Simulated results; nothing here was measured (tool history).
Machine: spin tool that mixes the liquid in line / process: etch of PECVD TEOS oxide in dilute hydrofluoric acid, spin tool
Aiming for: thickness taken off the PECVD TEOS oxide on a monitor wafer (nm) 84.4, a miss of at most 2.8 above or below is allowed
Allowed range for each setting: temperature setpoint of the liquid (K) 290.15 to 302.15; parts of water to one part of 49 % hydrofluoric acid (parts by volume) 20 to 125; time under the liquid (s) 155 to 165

run,hour,temperature setpoint of the liquid (K),parts of water to one part of 49 % hydrofluoric acid (parts by volume),time under the liquid (s),thickness taken off the PECVD TEOS oxide on a monitor wafer (nm)
1,0,294.15,70,155,37.381
2,8.8,294.15,90,155,27.906
3,12.8,294.15,90,165,29.796
4,21.4,296.15,80,165,36.598
5,24.5,297.65,80,165,39.194
6,28.7,300.65,80,165,44.24
7,29.8,302.15,50,165,78.331
8,32.4,302.15,45,165,87.451

Pick the move, out of 4, that brings all results within their allowed miss; only one does.
A,35,301.15,40,155,?
B,35,302.15,40,165,?
C,35,302.15,45,160,?
D,35,301.65,40,155,?

move,thickness taken off the PECVD TEOS oxide on a monitor wafer (nm)
A,89.348
B,98.994
C,84.666
D,91.156
A: the biggest miss grows against the last run
B: the biggest miss grows against the last run
C: all results in spec
D: the biggest miss grows against the last run
Go with C: it meets all targets.
